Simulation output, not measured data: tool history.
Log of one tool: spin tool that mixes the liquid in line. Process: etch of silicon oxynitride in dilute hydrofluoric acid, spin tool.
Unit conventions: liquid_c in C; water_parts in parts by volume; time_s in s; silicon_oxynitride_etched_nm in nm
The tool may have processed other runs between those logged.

run,hour,liquid_c,water_parts,time_s,silicon_oxynitride_etched_nm
1,0.0,25.0,260,60,0.73708
2,4.4,26.0,255,60,0.78010
3,12.4,26.0,315,60,0.59771
4,19.1,29.0,315,60,0.67906
# hour 22.3: hydrofluoric acid flow meter replaced
5,22.3,25.5,315,60,0.54987
6,28.9,26.5,305,60,0.59694
7,37.5,27.5,295,60,0.64071
8,43.9,28.0,280,60,0.72502

The next listed run, before its measurement:
9,50.2,28.5,270,60,?

{"run 9": {"silicon_oxynitride_etched_nm": 0.75629}}
